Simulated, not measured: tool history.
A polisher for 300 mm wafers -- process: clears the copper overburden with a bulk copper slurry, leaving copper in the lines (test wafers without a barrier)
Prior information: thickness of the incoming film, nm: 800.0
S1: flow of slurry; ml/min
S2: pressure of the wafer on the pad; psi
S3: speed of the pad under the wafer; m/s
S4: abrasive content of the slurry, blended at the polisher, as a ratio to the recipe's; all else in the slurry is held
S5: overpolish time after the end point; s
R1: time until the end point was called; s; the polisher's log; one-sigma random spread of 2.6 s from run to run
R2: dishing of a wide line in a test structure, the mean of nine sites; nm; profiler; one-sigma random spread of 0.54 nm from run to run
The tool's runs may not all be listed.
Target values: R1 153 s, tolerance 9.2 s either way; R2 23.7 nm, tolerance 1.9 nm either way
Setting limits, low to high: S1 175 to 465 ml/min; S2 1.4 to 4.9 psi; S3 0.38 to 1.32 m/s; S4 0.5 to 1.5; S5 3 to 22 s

run	hour	S1	S2	S3	S4	S5	R1	R2
1	0	295	3.1	0.84	1	11	90.848	61.33
2	7.1	250	3.1	0.84	1	11	94.314	61.135
3	15.2	250	2.7	0.84	1	11	104.89	55.587
4	23.5	250	2.5	0.82	1	9	115.02	40.621
5	27.7	250	2.5	0.82	1	14	119.73	59.791
6	28.4	255	2.3	0.8	1	12	128.31	50.738
7	34.2	175	1.8	0.74	0.95	6	176.26	19.907
8	37.3	185	1.9	0.74	0.95	6	166.53	21.038
9	45.4	190	1.9	0.74	0.95	6	168.34	21.574
10	54.3	195	1.9	0.74	0.95	6	165.75	21.621

4 next moves are on the table. One of them brings every result within its allowed miss. Which?
A	63.2	180	1.6	1.08	1.25	5	?	?
B	63.2	240	1.9	0.88	0.6	6	?	?
C	63.2	175	2.4	0.68	1	5	?	?
D	63.2	185	1.8	0.98	1.1	4	?	?

move	R1	R2
A	128.4	21.992
B	150.39	22.635
C	151.05	19.228
D	131.08	17.678
A: pushes the last run's worst result past its target
B: in spec on every target
C: puts the biggest miss on target and leaves a different result outside tolerance
D: pushes the last run's worst result past its target
The right move is B.
